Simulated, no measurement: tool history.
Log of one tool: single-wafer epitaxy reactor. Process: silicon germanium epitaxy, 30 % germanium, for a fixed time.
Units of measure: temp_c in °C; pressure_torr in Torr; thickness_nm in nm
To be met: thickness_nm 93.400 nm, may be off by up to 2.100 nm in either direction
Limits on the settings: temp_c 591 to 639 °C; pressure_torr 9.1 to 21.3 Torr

{"run": 1, "hour": 0.0, "temp_c": 615, "pressure_torr": 15.2, "thickness_nm": 74.727}
{"run": 2, "hour": 3.0, "temp_c": 610, "pressure_torr": 15.2, "thickness_nm": 67.356}
{"run": 3, "hour": 8.5, "temp_c": 606, "pressure_torr": 15.2, "thickness_nm": 61.527}
{"run": 4, "hour": 15.7, "temp_c": 608, "pressure_torr": 15.2, "thickness_nm": 64.678}
{"run": 5, "hour": 24.1, "temp_c": 610, "pressure_torr": 15.2, "thickness_nm": 67.435}
{"run": 6, "hour": 25.6, "temp_c": 603, "pressure_torr": 15.2, "thickness_nm": 58.183}
{"run": 7, "hour": 30.1, "temp_c": 606, "pressure_torr": 15.2, "thickness_nm": 61.984}
{"run": 8, "hour": 36.0, "temp_c": 608, "pressure_torr": 15.2, "thickness_nm": 64.48}
{"run": 9, "hour": 43.3, "temp_c": 610, "pressure_torr": 15.2, "thickness_nm": 66.638}
{"run": 10, "hour": 52.2, "temp_c": 612, "pressure_torr": 15.2, "thickness_nm": 70.024}
{"run": 11, "hour": 54.0, "temp_c": 614, "pressure_torr": 15.2, "thickness_nm": 73.209}
{"run": 12, "hour": 62.8, "temp_c": 615, "pressure_torr": 15.2, "thickness_nm": 74.351}

Exactly one of the 5 candidate moves below puts every result within its allowed miss. Which one?
{"run": "A", "hour": 71.6, "temp_c": 623, "pressure_torr": 17.8, "thickness_nm": "?"}
{"run": "B", "hour": 71.6, "temp_c": 627, "pressure_torr": 17.8, "thickness_nm": "?"}
{"run": "C", "hour": 71.6, "temp_c": 622, "pressure_torr": 14.1, "thickness_nm": "?"}
{"run": "D", "hour": 71.6, "temp_c": 601, "pressure_torr": 14.3, "thickness_nm": "?"}
{"run": "E", "hour": 71.6, "temp_c": 601, "pressure_torr": 15.7, "thickness_nm": "?"}

move=A thickness_nm=92.010
move=B thickness_nm=99.521
move=C thickness_nm=82.209
move=D thickness_nm=53.965
move=E thickness_nm=56.011
A: all results land within tolerance of their targets
B: takes the result that was furthest off past its target
C: gains on the last run, yet a result remains outside its allowed miss
D: misses by more than the last run did
E: misses by more than the last run did
The right move is A.
